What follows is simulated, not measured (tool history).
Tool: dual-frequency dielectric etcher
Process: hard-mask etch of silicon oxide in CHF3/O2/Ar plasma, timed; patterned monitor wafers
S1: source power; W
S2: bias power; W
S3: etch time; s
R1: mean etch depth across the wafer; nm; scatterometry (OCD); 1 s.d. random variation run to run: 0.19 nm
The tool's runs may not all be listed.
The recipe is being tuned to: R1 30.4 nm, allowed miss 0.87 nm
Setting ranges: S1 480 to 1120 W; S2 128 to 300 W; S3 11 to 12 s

| run | day | S1 | S2 | S3 | R1 |
|---|---|---|---|---|---|
| 1 | 0 | 800 | 214 | 12 | 26.823 |
| 2 | 0.154 | 820 | 217 | 12 | 27.124 |
| 3 | 0.254 | 820 | 217 | 11 | 24.806 |
| 4 | 0.325 | 840 | 225 | 11 | 25.33 |
| 5 | 0.667 | 840 | 225 | 11 | 25.243 |
| 6 | 0.833 | 840 | 225 | 11 | 25.439 |
| 7 | 1.017 | 860 | 232 | 11 | 25.773 |
| 8 | 1.379 | 880 | 238 | 11 | 26.079 |
| 9 | 1.442 | 890 | 243 | 11 | 26.209 |

Exercise: of the 4 proposed moves below, exactly one satisfies all targets within the stated allowed misses. Which move is it?
| A | 1.504 | 910 | 228 | 12 | ? |
| B | 1.504 | 790 | 207 | 11 | ? |
| C | 1.504 | 820 | 257 | 12 | ? |
| D | 1.504 | 950 | 278 | 12 | ? |

| move | R1 |
|---|---|
| A | 28.513 |
| B | 24.306 |
| C | 28.662 |
| D | 30.745 |
A: moves toward the targets from the last run without getting all of them in spec
B: misses by more than the last run did
C: moves toward the targets from the last run without getting all of them in spec
D: all results land within tolerance of their targets
So the answer is move D, the one that meets all the targets.

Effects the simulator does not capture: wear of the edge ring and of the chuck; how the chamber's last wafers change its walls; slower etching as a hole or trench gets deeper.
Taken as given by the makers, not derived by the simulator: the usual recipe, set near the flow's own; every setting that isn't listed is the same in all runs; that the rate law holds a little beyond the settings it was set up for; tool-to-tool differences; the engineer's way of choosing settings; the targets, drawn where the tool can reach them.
